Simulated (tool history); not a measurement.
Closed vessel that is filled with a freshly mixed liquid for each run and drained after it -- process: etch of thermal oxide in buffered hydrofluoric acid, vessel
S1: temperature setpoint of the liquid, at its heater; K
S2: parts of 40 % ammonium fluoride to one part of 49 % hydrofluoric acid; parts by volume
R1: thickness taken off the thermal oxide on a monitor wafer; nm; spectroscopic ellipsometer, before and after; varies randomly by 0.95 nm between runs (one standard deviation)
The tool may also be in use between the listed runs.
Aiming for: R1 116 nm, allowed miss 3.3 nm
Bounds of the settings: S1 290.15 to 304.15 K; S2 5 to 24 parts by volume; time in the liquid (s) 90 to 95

run 1 hour=0 | S1=296.15 S2=14.5 time_in_the_liquid_(s)=90 | R1=70.673
run 2 hour=2.2 | S1=296.15 S2=14.5 time_in_the_liquid_(s)=90 | R1=71.362
run 3 hour=6.3 | S1=296.15 S2=14.5 time_in_the_liquid_(s)=90 | R1=70.51
run 4 hour=11.7 | S1=298.65 S2=14.5 time_in_the_liquid_(s)=90 | R1=81.117
run 5 hour=14.3 | S1=300.15 S2=14 time_in_the_liquid_(s)=90 | R1=92.491
run 6 hour=21.6 | S1=301.15 S2=14 time_in_the_liquid_(s)=90 | R1=96.044
run 7 hour=25 | S1=302.15 S2=14 time_in_the_liquid_(s)=90 | R1=103.49
run 8 hour=27.4 | S1=302.65 S2=14 time_in_the_liquid_(s)=90 | R1=103.11
run 9 hour=36.2 | S1=303.15 S2=14 time_in_the_liquid_(s)=90 | R1=107.93
run 10 hour=37.3 | S1=303.65 S2=14 time_in_the_liquid_(s)=90 | R1=110.26

Which single option among these 4 for the next run brings every result within its allowed miss of target? Just one does.
run A hour=38.4 | S1=303.65 S2=15 time_in_the_liquid_(s)=95 | R1=?
run B hour=38.4 | S1=304.15 S2=16.5 time_in_the_liquid_(s)=95 | R1=?
run C hour=38.4 | S1=299.15 S2=11 time_in_the_liquid_(s)=90 | R1=?
run D hour=38.4 | S1=304.15 S2=14.5 time_in_the_liquid_(s)=95 | R1=?

move=A R1=109
move=B R1=101.91
move=C R1=110.11
move=D R1=115.67
A: its largest miss is bigger than the last run's
B: its largest miss is bigger than the last run's
C: roughly where the last run was
D: all results in spec
D meets every target.

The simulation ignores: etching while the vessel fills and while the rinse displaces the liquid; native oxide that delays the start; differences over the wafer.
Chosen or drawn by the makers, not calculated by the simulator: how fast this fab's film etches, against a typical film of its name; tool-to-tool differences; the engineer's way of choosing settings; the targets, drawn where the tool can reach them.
